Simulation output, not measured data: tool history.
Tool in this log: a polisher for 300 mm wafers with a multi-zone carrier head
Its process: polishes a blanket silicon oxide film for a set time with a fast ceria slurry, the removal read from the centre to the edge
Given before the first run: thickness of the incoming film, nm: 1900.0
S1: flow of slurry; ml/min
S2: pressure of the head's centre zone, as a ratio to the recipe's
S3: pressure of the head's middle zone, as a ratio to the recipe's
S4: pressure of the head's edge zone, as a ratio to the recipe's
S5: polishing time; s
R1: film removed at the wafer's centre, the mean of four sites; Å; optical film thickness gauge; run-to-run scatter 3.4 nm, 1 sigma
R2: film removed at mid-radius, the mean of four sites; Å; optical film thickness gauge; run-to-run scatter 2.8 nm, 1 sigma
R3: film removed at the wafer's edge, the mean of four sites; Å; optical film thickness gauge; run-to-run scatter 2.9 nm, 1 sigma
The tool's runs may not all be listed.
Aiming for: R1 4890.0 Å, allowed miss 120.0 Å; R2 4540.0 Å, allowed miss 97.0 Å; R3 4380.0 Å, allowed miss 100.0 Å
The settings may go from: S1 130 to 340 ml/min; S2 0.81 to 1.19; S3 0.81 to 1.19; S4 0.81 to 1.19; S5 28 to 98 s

| run | day | S1 | S2 | S3 | S4 | S5 | R1 | R2 | R3 |
|---|---|---|---|---|---|---|---|---|---|
| 1 | 0.000 | 220 | 1.00 | 1.00 | 1.00 | 63 | 6693.7 | 7411.7 | 7268.4 |
| 2 | 0.058 | 220 | 1.00 | 1.00 | 1.08 | 63 | 6657.3 | 7444.4 | 7557.6 |
| 3 | 0.250 | 220 | 1.03 | 0.98 | 1.00 | 54 | 5871.9 | 6276.3 | 6182.9 |
| 4 | 0.550 | 210 | 1.05 | 0.95 | 0.94 | 50 | 5497.9 | 5730.7 | 5553.2 |
| 5 | 0.688 | 200 | 1.07 | 0.92 | 0.90 | 47 | 5300.0 | 5167.7 | 5089.6 |
| 6 | 1.038 | 190 | 1.08 | 0.91 | 0.87 | 46 | 5127.2 | 5028.8 | 4829.4 |
| 7 | 1.075 | 175 | 1.09 | 0.89 | 0.85 | 46 | 5065.7 | 4833.5 | 4781.9 |
| 8 | 1.179 | 170 | 1.10 | 0.89 | 0.84 | 45 | 4970.7 | 4751.0 | 4647.5 |

4 next moves are on the table. One of them brings every result within its allowed miss. Which?
| A | 1.283 | 210 | 1.16 | 0.94 | 0.81 | 40 | ? | ? | ? |
| B | 1.283 | 160 | 1.07 | 0.95 | 0.81 | 44 | ? | ? | ? |
| C | 1.283 | 185 | 1.16 | 0.91 | 0.85 | 40 | ? | ? | ? |
| D | 1.283 | 210 | 1.10 | 0.87 | 0.81 | 42 | ? | ? | ? |

| move | R1 | R2 | R3 |
|---|---|---|---|
| A | 4841.2 | 4454.9 | 4153.7 |
| B | 4673.8 | 4698.4 | 4406.9 |
| C | 4728.6 | 4274.1 | 4179.0 |
| D | 4835.1 | 4458.1 | 4364.5 |
A: the result that was furthest off in the last run now lies on the other side of its target
B: gets the furthest-off result to its target, but another result is out of tolerance
C: the result that was furthest off in the last run now lies on the other side of its target
D: every result within its allowed miss
Move D is the one to make.
